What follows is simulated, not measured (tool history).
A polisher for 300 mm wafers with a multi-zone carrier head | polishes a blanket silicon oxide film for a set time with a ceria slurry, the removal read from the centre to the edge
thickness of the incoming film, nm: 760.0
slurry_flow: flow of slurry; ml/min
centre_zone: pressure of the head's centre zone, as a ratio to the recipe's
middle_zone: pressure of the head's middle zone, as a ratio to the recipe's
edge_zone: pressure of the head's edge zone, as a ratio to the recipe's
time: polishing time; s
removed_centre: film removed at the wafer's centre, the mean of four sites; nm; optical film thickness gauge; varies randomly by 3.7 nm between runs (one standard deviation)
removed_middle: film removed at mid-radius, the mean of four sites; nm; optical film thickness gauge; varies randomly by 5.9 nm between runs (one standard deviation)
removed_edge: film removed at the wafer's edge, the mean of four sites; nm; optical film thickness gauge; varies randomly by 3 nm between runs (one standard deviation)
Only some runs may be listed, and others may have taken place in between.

run	hour	slurry_flow	centre_zone	middle_zone	edge_zone	time	removed_centre	removed_middle	removed_edge
1	0	265	1	1	1	45	318.38	312.96	317.63
2	3.1	265	1	0.94	1	45	321.2	300.76	319.51
3	7.3	285	1.04	0.98	1.04	49	367.59	341.5	353.18
4	9.3	285	1.04	0.98	1.04	45	335.09	306.22	329.42
5	14.4	300	1.08	1.02	1.07	49	384.18	361.59	355.36
6	17	300	1.08	1.11	1.07	49	381.25	380.79	361.98
7	21.1	300	1.1	1.08	1.1	52	412.15	390.76	387.11
8	26.2	305	1.12	1.08	1.12	54	432.84	413.75	403.92

Run 9, settings as shown, results not yet in. Your forecast:
9	29.3	310	1.14	1.06	1.14	56	?	?	?

removed_centre: 463.12 nm
removed_middle: 418.06 nm
removed_edge: 424.62 nm
